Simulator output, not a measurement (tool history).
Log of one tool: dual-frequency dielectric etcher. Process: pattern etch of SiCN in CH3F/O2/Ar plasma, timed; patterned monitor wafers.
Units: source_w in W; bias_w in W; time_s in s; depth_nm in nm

run	hour	source_w	bias_w	time_s	depth_nm
1	0	360	60	75	28.906
2	1.4	360	67	75	29.3
3	8.6	340	66	75	29.19
4	12.3	340	60	75	28.253
5	13	340	60	75	27.899
6	14.3	330	60	75	27.798

Run 7 comes next. What will it give?
7	20.3	320	59	75	?

depth_nm: 27.238 nm

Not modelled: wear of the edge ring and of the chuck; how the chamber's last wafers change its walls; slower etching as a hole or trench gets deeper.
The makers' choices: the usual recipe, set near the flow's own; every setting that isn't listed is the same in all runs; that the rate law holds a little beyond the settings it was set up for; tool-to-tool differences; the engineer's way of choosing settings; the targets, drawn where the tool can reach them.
